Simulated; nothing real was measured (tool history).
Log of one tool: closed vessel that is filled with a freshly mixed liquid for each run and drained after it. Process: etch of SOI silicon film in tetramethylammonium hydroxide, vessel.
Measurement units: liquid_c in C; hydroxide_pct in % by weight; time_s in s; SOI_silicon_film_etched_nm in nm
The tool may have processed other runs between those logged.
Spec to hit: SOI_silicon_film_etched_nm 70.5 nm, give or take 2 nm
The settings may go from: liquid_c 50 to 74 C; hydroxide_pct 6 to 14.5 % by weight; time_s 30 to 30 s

run 1 day=0 | liquid_c=61 hydroxide_pct=9.5 time_s=30 | SOI_silicon_film_etched_nm=117.17
run 2 day=0.242 | liquid_c=61 hydroxide_pct=8.5 time_s=30 | SOI_silicon_film_etched_nm=122.75
run 3 day=0.45 | liquid_c=61 hydroxide_pct=8.5 time_s=30 | SOI_silicon_film_etched_nm=122.66
run 4 day=0.558 | liquid_c=61 hydroxide_pct=8.5 time_s=30 | SOI_silicon_film_etched_nm=123.21
run 5 day=0.788 | liquid_c=61 hydroxide_pct=8.5 time_s=30 | SOI_silicon_film_etched_nm=123.79
run 6 day=1.079 | liquid_c=61 hydroxide_pct=7 time_s=30 | SOI_silicon_film_etched_nm=128.18
run 7 day=1.35 | liquid_c=61 hydroxide_pct=7 time_s=30 | SOI_silicon_film_etched_nm=128.32
run 8 day=1.396 | liquid_c=54.5 hydroxide_pct=7 time_s=30 | SOI_silicon_film_etched_nm=84.521
run 9 day=1.7 | liquid_c=53.5 hydroxide_pct=7 time_s=30 | SOI_silicon_film_etched_nm=80.32
run 10 day=1.896 | liquid_c=53 hydroxide_pct=7 time_s=30 | SOI_silicon_film_etched_nm=77.349

4 next moves are on the table. One of them brings every result within its allowed miss. Which?
run A day=2.092 | liquid_c=54.5 hydroxide_pct=9 time_s=30 | SOI_silicon_film_etched_nm=?
run B day=2.092 | liquid_c=52 hydroxide_pct=7.5 time_s=30 | SOI_silicon_film_etched_nm=?
run C day=2.092 | liquid_c=55 hydroxide_pct=6 time_s=30 | SOI_silicon_film_etched_nm=?
run D day=2.092 | liquid_c=54.5 hydroxide_pct=7 time_s=30 | SOI_silicon_film_etched_nm=?

move=A SOI_silicon_film_etched_nm=78.339
move=B SOI_silicon_film_etched_nm=70.565
move=C SOI_silicon_film_etched_nm=90.732
move=D SOI_silicon_film_etched_nm=84.674
A: moves away from the targets compared with the last run
B: every result within its allowed miss
C: moves away from the targets compared with the last run
D: moves away from the targets compared with the last run
The move that meets every target is B.
